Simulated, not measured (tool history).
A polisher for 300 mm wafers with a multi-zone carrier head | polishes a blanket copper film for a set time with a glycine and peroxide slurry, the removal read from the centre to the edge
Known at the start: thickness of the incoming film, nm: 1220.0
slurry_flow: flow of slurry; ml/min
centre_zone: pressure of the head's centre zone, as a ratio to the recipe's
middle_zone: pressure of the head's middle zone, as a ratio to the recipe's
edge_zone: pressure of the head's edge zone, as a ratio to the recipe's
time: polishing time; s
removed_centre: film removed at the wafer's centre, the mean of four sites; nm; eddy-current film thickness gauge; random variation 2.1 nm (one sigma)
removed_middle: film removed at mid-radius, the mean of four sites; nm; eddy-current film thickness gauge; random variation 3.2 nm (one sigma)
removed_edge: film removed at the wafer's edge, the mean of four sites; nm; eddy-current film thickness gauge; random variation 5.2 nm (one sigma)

{"run": 1, "day": 0.0, "slurry_flow": 310, "centre_zone": 1.0, "middle_zone": 1.0, "edge_zone": 1.0, "time": 62, "removed_centre": 262.66, "removed_middle": 250.72, "removed_edge": 249.36}
{"run": 2, "day": 0.192, "slurry_flow": 310, "centre_zone": 1.0, "middle_zone": 1.05, "edge_zone": 1.0, "time": 62, "removed_centre": 261.82, "removed_middle": 258.29, "removed_edge": 256.08}
{"run": 3, "day": 0.375, "slurry_flow": 310, "centre_zone": 1.0, "middle_zone": 1.05, "edge_zone": 0.95, "time": 62, "removed_centre": 262.04, "removed_middle": 259.85, "removed_edge": 244.1}
{"run": 4, "day": 0.575, "slurry_flow": 310, "centre_zone": 1.0, "middle_zone": 1.01, "edge_zone": 0.95, "time": 62, "removed_centre": 263.65, "removed_middle": 252.29, "removed_edge": 247.61}
{"run": 5, "day": 0.804, "slurry_flow": 375, "centre_zone": 1.0, "middle_zone": 1.01, "edge_zone": 0.95, "time": 62, "removed_centre": 266.45, "removed_middle": 250.01, "removed_edge": 253.23}
{"run": 6, "day": 0.854, "slurry_flow": 385, "centre_zone": 0.98, "middle_zone": 1.03, "edge_zone": 0.97, "time": 64, "removed_centre": 268.83, "removed_middle": 268.23, "removed_edge": 258.68}
{"day": 1.004, "done": "centre zone pressure recalibrated"}
{"run": 7, "day": 1.004, "slurry_flow": 390, "centre_zone": 0.96, "middle_zone": 1.02, "edge_zone": 1.01, "time": 66, "removed_centre": 249.11, "removed_middle": 276.89, "removed_edge": 274.64}

Forecast run 8:
{"run": 8, "day": 1.033, "slurry_flow": 395, "centre_zone": 0.97, "middle_zone": 1.03, "edge_zone": 1.03, "time": 68, "removed_centre": "?", "removed_middle": "?", "removed_edge": "?"}

removed_centre: 257.22 nm
removed_middle: 286.05 nm
removed_edge: 283.03 nm
